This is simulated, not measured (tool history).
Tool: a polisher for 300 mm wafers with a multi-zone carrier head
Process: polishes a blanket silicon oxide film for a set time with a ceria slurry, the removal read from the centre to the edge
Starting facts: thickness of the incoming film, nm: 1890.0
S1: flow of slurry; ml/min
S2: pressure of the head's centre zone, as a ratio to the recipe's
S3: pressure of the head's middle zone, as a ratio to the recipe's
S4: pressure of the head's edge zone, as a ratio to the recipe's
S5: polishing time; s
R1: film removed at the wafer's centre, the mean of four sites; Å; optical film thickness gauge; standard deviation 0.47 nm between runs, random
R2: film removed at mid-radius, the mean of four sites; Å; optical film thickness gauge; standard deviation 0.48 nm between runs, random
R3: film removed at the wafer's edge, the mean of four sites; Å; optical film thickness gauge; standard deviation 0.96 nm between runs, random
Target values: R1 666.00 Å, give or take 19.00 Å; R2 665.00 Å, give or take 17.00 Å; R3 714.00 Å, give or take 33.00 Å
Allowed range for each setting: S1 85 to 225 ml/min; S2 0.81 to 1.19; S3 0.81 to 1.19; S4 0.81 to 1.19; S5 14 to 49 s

run 1 day=0.000 | S1=145 S2=1.00 S3=1.00 S4=1.00 S5=31 | R1=1411.30 R2=1396.30 R3=1395.40
run 2 day=0.312 | S1=145 S2=1.00 S3=1.08 S4=1.00 S5=31 | R1=1407.20 R2=1487.20 R3=1377.20
run 3 day=0.654 | S1=145 S2=1.00 S3=1.08 S4=1.06 S5=31 | R1=1390.10 R2=1502.40 R3=1405.90
run 4 day=0.804 | S1=135 S2=0.98 S3=1.05 S4=1.02 S5=28 | R1=1230.00 R2=1283.00 R3=1264.80
run 5 day=1.054 | S1=135 S2=0.98 S3=1.05 S4=1.02 S5=32 | R1=1417.00 R2=1484.40 R3=1427.10
run 6 day=1.104 | S1=125 S2=0.96 S3=1.04 S4=0.98 S5=29 | R1=1220.90 R2=1301.20 R3=1231.30
run 7 day=1.200 | S1=85 S2=0.86 S3=0.94 S4=0.88 S5=20 | R1=688.31 R2=775.43 R3=786.09
run 8 day=1.358 | S1=85 S2=0.87 S3=0.92 S4=0.87 S5=20 | R1=689.55 R2=744.79 R3=771.27
run 9 day=1.583 | S1=85 S2=0.87 S3=0.91 S4=0.86 S5=20 | R1=690.51 R2=743.17 R3=798.21
run 10 day=1.908 | S1=85 S2=0.88 S3=0.91 S4=0.85 S5=19 | R1=674.08 R2=708.43 R3=719.27
run 11 day=2.271 | S1=85 S2=0.88 S3=0.90 S4=0.85 S5=19 | R1=670.31 R2=701.90 R3=723.03
run 12 day=2.504 | S1=85 S2=0.88 S3=0.89 S4=0.85 S5=19 | R1=665.30 R2=687.17 R3=719.35
run 13 day=2.829 | S1=85 S2=0.88 S3=0.88 S4=0.85 S5=19 | R1=668.43 R2=685.44 R3=714.59

Pick the move, out of 4, that brings all results within their allowed miss; only one does.
run A day=3.154 | S1=110 S2=1.01 S3=0.83 S4=0.81 S5=17 | R1=? R2=? R3=?
run B day=3.154 | S1=115 S2=0.96 S3=0.95 S4=0.84 S5=16 | R1=? R2=? R3=?
run C day=3.154 | S1=100 S2=0.89 S3=0.87 S4=0.87 S5=18 | R1=? R2=? R3=?
run D day=3.154 | S1=85 S2=0.87 S3=0.90 S4=0.84 S5=19 | R1=? R2=? R3=?

move=A R1=728.13 R2=621.32 R3=680.04
move=B R1=658.52 R2=660.11 R3=653.44
move=C R1=663.08 R2=670.27 R3=732.42
move=D R1=654.94 R2=700.65 R3=741.53
A: takes the biggest miss from the last run beyond its target
B: the furthest-off result lands on target, but another misses its tolerance
C: in spec on every target
D: lands further from the targets than the last run did
Go with C: it meets all targets.
